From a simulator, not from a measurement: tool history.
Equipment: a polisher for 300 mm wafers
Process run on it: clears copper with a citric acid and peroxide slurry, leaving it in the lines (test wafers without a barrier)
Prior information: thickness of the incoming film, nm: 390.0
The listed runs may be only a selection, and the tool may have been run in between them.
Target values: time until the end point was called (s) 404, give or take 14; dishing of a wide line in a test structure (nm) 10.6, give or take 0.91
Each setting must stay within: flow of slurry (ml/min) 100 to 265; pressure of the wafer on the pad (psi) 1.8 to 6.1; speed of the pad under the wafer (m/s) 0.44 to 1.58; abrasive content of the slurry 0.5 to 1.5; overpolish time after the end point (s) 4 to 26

| run | hour | flow of slurry (ml/min) | pressure of the wafer on the pad (psi) | speed of the pad under the wafer (m/s) | abrasive content of the slurry | overpolish time after the end point (s) | time until the end point was called (s) | dishing of a wide line in a test structure (nm) |
|---|---|---|---|---|---|---|---|---|
| 1 | 0 | 170 | 3.9 | 1 | 1 | 13 | 144.24 | 22.492 |
| 2 | 3.4 | 165 | 3.6 | 0.94 | 1 | 13 | 167.66 | 19.466 |
| 3 | 4.5 | 165 | 3.6 | 0.94 | 1 | 15 | 166.78 | 24.064 |
| 4 | 12.6 | 165 | 3.6 | 0.94 | 1 | 19 | 165.31 | 28.629 |
| 5 | 15.6 | 165 | 3.6 | 0.94 | 1 | 21 | 168.12 | 31.065 |
| 6 | 19.7 | 165 | 3.6 | 0.74 | 1 | 21 | 211.85 | 26.12 |
| 7 | 22 | 165 | 3.4 | 0.72 | 1 | 20 | 230.26 | 22.929 |
| 8 | 29.8 | 165 | 3.2 | 0.7 | 1 | 19 | 249.04 | 20.854 |
| 9 | 35.9 | 165 | 3 | 0.68 | 1 | 18 | 273.58 | 17.968 |
| 10 | 41.9 | 165 | 2.8 | 0.68 | 1 | 17 | 295.6 | 15.857 |
| 11 | 45.8 | 165 | 2.7 | 0.68 | 1 | 17 | 300.68 | 15.401 |
| 12 | 52.3 | 150 | 1.8 | 0.6 | 1 | 15 | 502.07 | 8.3713 |

4 candidate next runs follow, results not yet known. Just one meets every target within its allowed miss. Identify it.
| A | 58.8 | 155 | 2.3 | 0.5 | 1.05 | 16 | ? | ? |
| B | 58.8 | 170 | 2.5 | 0.58 | 1.05 | 11 | ? | ? |
| C | 58.8 | 135 | 2.9 | 0.5 | 0.9 | 15 | ? | ? |
| D | 58.8 | 170 | 2.7 | 0.52 | 0.75 | 12 | ? | ? |

| move | time until the end point was called (s) | dishing of a wide line in a test structure (nm) |
|---|---|---|
| A | 473.79 | 9.5552 |
| B | 375.88 | 8.353 |
| C | 403.32 | 10.486 |
| D | 409.55 | 8.3709 |
A: better than the last run, though not everything is in spec
B: carries the result that was furthest off beyond its target, to the other side
C: hits every target within its allowed miss
D: puts the biggest miss on target and leaves a different result outside tolerance
Move C is the one to make.
